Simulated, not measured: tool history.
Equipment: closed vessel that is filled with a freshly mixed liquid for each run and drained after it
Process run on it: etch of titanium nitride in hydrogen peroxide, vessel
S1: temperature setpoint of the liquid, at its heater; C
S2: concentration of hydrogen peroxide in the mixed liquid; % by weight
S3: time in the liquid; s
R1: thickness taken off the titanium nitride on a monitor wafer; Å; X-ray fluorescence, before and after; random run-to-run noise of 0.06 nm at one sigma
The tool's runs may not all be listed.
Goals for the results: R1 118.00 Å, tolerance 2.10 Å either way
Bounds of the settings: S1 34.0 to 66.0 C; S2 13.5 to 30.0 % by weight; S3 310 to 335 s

run  hour    S1    S2   S3      R1
  1   0.0  50.0  25.5  310  249.09
  2   1.9  48.0  25.5  310  215.46
  3  10.7  46.5  25.5  310  193.02
  4  12.5  45.0  25.5  310  172.92
  5  19.9  44.0  25.5  310  160.71
  6  22.8  38.5  25.5  310  104.93
  7  29.5  39.0  25.5  310  110.25
  8  37.7  39.5  25.5  310  113.47

Exactly one of the 5 candidate moves below puts every result within its allowed miss. Which one?
  A  45.9  38.0  26.5  335   ?
  B  45.9  38.0  23.5  335   ?
  C  45.9  40.0  24.5  310   ?
  D  45.9  38.0  27.5  335   ?
  E  45.9  40.0  29.0  310   ?

move      R1
   A  111.79
   B  108.91
   C  118.72
   D  112.69
   E  123.17
A: lands further from the targets than the last run did
B: lands further from the targets than the last run did
C: in spec on every target
D: lands further from the targets than the last run did
E: takes the result that was furthest off past its target
C meets every target.
